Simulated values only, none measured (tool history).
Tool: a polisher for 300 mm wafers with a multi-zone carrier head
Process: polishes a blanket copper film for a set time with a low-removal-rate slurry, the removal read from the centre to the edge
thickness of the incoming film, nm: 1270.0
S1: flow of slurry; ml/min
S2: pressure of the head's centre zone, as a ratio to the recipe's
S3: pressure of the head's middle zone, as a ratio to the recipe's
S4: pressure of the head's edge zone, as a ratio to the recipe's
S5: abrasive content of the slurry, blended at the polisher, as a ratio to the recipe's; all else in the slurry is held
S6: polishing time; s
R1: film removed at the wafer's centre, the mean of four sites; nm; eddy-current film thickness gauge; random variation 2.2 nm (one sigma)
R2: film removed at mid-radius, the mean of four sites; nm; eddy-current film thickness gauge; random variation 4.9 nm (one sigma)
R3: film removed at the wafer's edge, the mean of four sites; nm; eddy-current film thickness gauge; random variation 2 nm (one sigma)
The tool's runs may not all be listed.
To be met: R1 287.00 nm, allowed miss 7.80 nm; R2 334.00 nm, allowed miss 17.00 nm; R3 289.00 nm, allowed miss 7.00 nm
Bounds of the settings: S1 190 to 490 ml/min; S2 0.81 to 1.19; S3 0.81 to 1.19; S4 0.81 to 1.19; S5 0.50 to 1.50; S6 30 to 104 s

{"run": 1, "hour": 0.0, "S1": 315, "S2": 1.0, "S3": 1.0, "S4": 1.0, "S5": 1.0, "S6": 67, "R1": 254.77, "R2": 243.77, "R3": 244.97}
{"run": 2, "hour": 3.9, "S1": 275, "S2": 1.0, "S3": 1.0, "S4": 1.0, "S5": 1.0, "S6": 67, "R1": 253.32, "R2": 239.95, "R3": 241.58}
{"run": 3, "hour": 11.2, "S1": 235, "S2": 1.0, "S3": 1.0, "S4": 1.0, "S5": 1.0, "S6": 67, "R1": 248.66, "R2": 236.26, "R3": 238.1}
{"run": 4, "hour": 15.8, "S1": 235, "S2": 1.0, "S3": 1.0, "S4": 1.04, "S5": 1.0, "S6": 67, "R1": 246.87, "R2": 235.09, "R3": 242.56}
{"run": 5, "hour": 24.4, "S1": 190, "S2": 1.0, "S3": 1.0, "S4": 1.04, "S5": 1.0, "S6": 67, "R1": 238.19, "R2": 227.81, "R3": 236.98}
{"run": 6, "hour": 31.8, "S1": 190, "S2": 1.0, "S3": 1.0, "S4": 1.04, "S5": 1.0, "S6": 58, "R1": 202.9, "R2": 197.8, "R3": 206.77}
{"run": 7, "hour": 35.3, "S1": 210, "S2": 1.0, "S3": 1.02, "S4": 1.04, "S5": 1.05, "S6": 59, "R1": 215.41, "R2": 206.65, "R3": 214.42}
{"run": 8, "hour": 40.4, "S1": 225, "S2": 0.98, "S3": 1.04, "S4": 1.03, "S5": 1.1, "S6": 60, "R1": 222.48, "R2": 222.77, "R3": 219.68}
{"run": 9, "hour": 47.5, "S1": 240, "S2": 0.97, "S3": 1.06, "S4": 1.04, "S5": 1.15, "S6": 61, "R1": 226.81, "R2": 235.18, "R3": 232.84}
{"run": 10, "hour": 49.7, "S1": 260, "S2": 0.97, "S3": 1.07, "S4": 1.04, "S5": 1.2, "S6": 61, "R1": 230.77, "R2": 242.63, "R3": 234.42}
{"run": 11, "hour": 52.4, "S1": 275, "S2": 0.97, "S3": 1.08, "S4": 1.05, "S5": 1.25, "S6": 61, "R1": 234.12, "R2": 246.07, "R3": 240.29}
{"run": 12, "hour": 53.1, "S1": 290, "S2": 0.97, "S3": 1.09, "S4": 1.05, "S5": 1.3, "S6": 62, "R1": 243.84, "R2": 261.63, "R3": 247.18}
{"run": 13, "hour": 61.3, "S1": 305, "S2": 0.97, "S3": 1.1, "S4": 1.06, "S5": 1.3, "S6": 62, "R1": 247.47, "R2": 261.08, "R3": 251.7}
{"run": 14, "hour": 66.9, "S1": 305, "S2": 0.97, "S3": 1.1, "S4": 1.06, "S5": 1.3, "S6": 62, "R1": 245.63, "R2": 267.65, "R3": 250.61}
{"run": 15, "hour": 75.4, "S1": 305, "S2": 0.97, "S3": 1.1, "S4": 1.06, "S5": 1.3, "S6": 62, "R1": 246.66, "R2": 266.22, "R3": 252.18}
{"run": 16, "hour": 83.3, "S1": 320, "S2": 0.97, "S3": 1.11, "S4": 1.06, "S5": 1.3, "S6": 62, "R1": 245.11, "R2": 262.27, "R3": 249.05}
{"run": 17, "hour": 87.7, "S1": 320, "S2": 0.97, "S3": 1.12, "S4": 1.06, "S5": 1.3, "S6": 63, "R1": 251.34, "R2": 276.9, "R3": 259.06}
{"run": 18, "hour": 96.6, "S1": 380, "S2": 1.0, "S3": 1.19, "S4": 1.06, "S5": 1.5, "S6": 66, "R1": 288.47, "R2": 313.57, "R3": 282.99}

4 next moves are on the table. One of them brings every result within its allowed miss. Which?
{"run": "A", "hour": 105.5, "S1": 390, "S2": 1.0, "S3": 1.19, "S4": 1.13, "S5": 1.5, "S6": 69, "R1": "?", "R2": "?", "R3": "?"}
{"run": "B", "hour": 105.5, "S1": 435, "S2": 1.02, "S3": 1.06, "S4": 1.01, "S5": 1.45, "S6": 70, "R1": "?", "R2": "?", "R3": "?"}
{"run": "C", "hour": 105.5, "S1": 330, "S2": 1.01, "S3": 1.16, "S4": 1.15, "S5": 1.5, "S6": 65, "R1": "?", "R2": "?", "R3": "?"}
{"run": "D", "hour": 105.5, "S1": 415, "S2": 0.94, "S3": 1.19, "S4": 1.0, "S5": 1.45, "S6": 70, "R1": "?", "R2": "?", "R3": "?"}

move=A R1=301.72 R2=320.61 R3=308.69
move=B R1=311.68 R2=301.34 R3=295.36
move=C R1=282.59 R2=292.81 R3=290.34
move=D R1=286.19 R2=323.70 R3=292.82
A: brings the result that was furthest off to its target, and leaves another outside
B: further off than the last run
C: further off than the last run
D: meets every target
The right move is D.

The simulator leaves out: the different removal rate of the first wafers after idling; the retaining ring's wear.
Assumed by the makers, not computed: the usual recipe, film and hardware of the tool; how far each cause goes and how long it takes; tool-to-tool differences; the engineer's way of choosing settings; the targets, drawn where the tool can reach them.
